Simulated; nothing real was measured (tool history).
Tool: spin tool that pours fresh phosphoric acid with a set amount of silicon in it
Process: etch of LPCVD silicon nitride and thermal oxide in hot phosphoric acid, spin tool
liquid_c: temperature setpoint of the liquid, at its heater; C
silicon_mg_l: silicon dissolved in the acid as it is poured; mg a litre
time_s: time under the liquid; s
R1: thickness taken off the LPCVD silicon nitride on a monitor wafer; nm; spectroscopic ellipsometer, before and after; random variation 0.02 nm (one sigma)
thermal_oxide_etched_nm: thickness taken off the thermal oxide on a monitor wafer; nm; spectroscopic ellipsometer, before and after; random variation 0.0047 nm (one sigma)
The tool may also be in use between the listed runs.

run 1 day=0.000 | liquid_c=163.0 silicon_mg_l=26.0 time_s=180 | R1=16.1320 thermal_oxide_etched_nm=0.258110
run 2 day=0.317 | liquid_c=163.0 silicon_mg_l=26.0 time_s=150 | R1=13.4720 thermal_oxide_etched_nm=0.222520
run 3 day=0.633 | liquid_c=162.5 silicon_mg_l=27.0 time_s=130 | R1=11.4070 thermal_oxide_etched_nm=0.179650
run 4 day=0.804 | liquid_c=164.5 silicon_mg_l=27.0 time_s=130 | R1=12.2910 thermal_oxide_etched_nm=0.214440
run 5 day=1.042 | liquid_c=163.5 silicon_mg_l=28.0 time_s=115 | R1=10.5300 thermal_oxide_etched_nm=0.157730
run 6 day=1.283 | liquid_c=163.5 silicon_mg_l=28.0 time_s=60 | R1=5.4484 thermal_oxide_etched_nm=0.080699

The next listed run, before its measurement:
run 7 day=1.408 | liquid_c=164.0 silicon_mg_l=29.5 time_s=60 | R1=? thermal_oxide_etched_nm=?

R1: 5.5397 nm
thermal_oxide_etched_nm: 0.088327 nm
